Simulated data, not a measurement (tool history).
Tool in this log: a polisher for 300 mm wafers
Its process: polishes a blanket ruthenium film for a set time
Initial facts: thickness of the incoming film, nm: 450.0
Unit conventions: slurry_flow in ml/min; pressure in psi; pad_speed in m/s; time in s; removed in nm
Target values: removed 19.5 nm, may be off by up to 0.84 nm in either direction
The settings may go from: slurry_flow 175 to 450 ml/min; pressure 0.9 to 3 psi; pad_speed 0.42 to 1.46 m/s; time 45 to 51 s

| run | hour | slurry_flow | pressure | pad_speed | time | removed |
|---|---|---|---|---|---|---|
| 1 | 0 | 290 | 1.9 | 0.94 | 51 | 44.291 |
| 2 | 6.7 | 290 | 1.7 | 0.9 | 51 | 37.946 |
| 3 | 12 | 290 | 1.4 | 0.9 | 51 | 31.416 |
| 4 | 19.8 | 230 | 1.4 | 0.9 | 51 | 30.838 |
| 5 | 25.8 | 230 | 1.4 | 0.9 | 51 | 30.736 |
| 6 | 34.5 | 230 | 1.3 | 0.88 | 51 | 27.554 |
| 7 | 41.8 | 230 | 1.2 | 0.86 | 51 | 25.454 |
| 8 | 47.8 | 230 | 1.1 | 0.84 | 51 | 23.333 |
| 9 | 55.3 | 230 | 1 | 0.82 | 51 | 21.301 |
| 10 | 57.3 | 230 | 0.9 | 0.8 | 51 | 18.162 |

Exercise: of the 4 proposed moves below, exactly one satisfies all targets within the stated allowed misses. Which move is it?
| A | 59.3 | 180 | 1 | 0.8 | 51 | ? |
| B | 59.3 | 210 | 1.1 | 0.6 | 48 | ? |
| C | 59.3 | 215 | 1 | 0.64 | 51 | ? |
| D | 59.3 | 260 | 0.9 | 0.66 | 51 | ? |

| move | removed |
|---|---|
| A | 19.76 |
| B | 17.316 |
| C | 17.562 |
| D | 16.623 |
A: all results land within tolerance of their targets
B: lands further from the targets than the last run did
C: lands further from the targets than the last run did
D: lands further from the targets than the last run did
Correct choice: A, which meets every target
